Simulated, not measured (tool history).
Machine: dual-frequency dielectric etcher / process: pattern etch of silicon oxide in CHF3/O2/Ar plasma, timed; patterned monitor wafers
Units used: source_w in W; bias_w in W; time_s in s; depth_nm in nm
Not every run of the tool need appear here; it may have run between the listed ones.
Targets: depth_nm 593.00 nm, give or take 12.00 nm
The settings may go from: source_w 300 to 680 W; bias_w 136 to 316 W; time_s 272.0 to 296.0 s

run	hour	source_w	bias_w	time_s	depth_nm
1	0.0	490	226	296.0	643.88
2	6.3	550	226	296.0	669.16
3	9.7	630	226	296.0	696.27
4	10.4	550	226	296.0	664.70
5	11.2	610	226	296.0	694.01
6	18.9	610	226	272.0	636.41
7	25.9	590	222	272.0	629.44
8	34.1	570	220	272.0	619.89
9	35.5	570	220	272.0	616.32
10	38.0	560	219	272.0	613.83
11	46.4	550	218	272.0	610.40

Which one of the following 4 next-run settings gets every result inside its allowed miss? There is exactly one.
A	54.8	470	219	280.5	?
B	54.8	550	216	279.0	?
C	54.8	500	229	296.0	?
D	54.8	560	209	279.5	?

move	depth_nm
A	595.02
B	622.55
C	647.61
D	623.12
A: every result within its allowed miss
B: its largest miss is bigger than the last run's
C: its largest miss is bigger than the last run's
D: its largest miss is bigger than the last run's
Answer: A
